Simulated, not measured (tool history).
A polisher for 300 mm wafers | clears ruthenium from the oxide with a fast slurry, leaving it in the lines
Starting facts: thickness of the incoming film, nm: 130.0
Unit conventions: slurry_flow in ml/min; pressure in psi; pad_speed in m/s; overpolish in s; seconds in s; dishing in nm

| run | hour | slurry_flow | pressure | pad_speed | slurry_solids | overpolish | seconds | dishing |
|---|---|---|---|---|---|---|---|---|
| 1 | 0 | 300 | 2.1 | 0.78 | 1 | 19 | 52.077 | 37.535 |
| 2 | 1.2 | 300 | 1.7 | 0.78 | 1 | 19 | 61.191 | 33.921 |
| 3 | 5.1 | 300 | 1.5 | 0.74 | 1 | 21 | 67.972 | 33.714 |
| 4 | 13.5 | 300 | 1.4 | 0.7 | 1 | 22 | 75.778 | 30.823 |
| 5 | 22.1 | 300 | 1.3 | 0.68 | 1 | 24 | 80.444 | 32.93 |
| 6 | 26 | 355 | 1.3 | 0.68 | 1 | 24 | 79.632 | 33.298 |
| 7 | 30.2 | 355 | 1.2 | 0.66 | 1 | 25 | 85.653 | 31.349 |

Estimate the outcome of run 8 from the log above:
| 8 | 36.6 | 355 | 1.1 | 0.64 | 1 | 26 | ? | ? |

{"run 8": {"seconds": 93.721, "dishing": 30.266}}

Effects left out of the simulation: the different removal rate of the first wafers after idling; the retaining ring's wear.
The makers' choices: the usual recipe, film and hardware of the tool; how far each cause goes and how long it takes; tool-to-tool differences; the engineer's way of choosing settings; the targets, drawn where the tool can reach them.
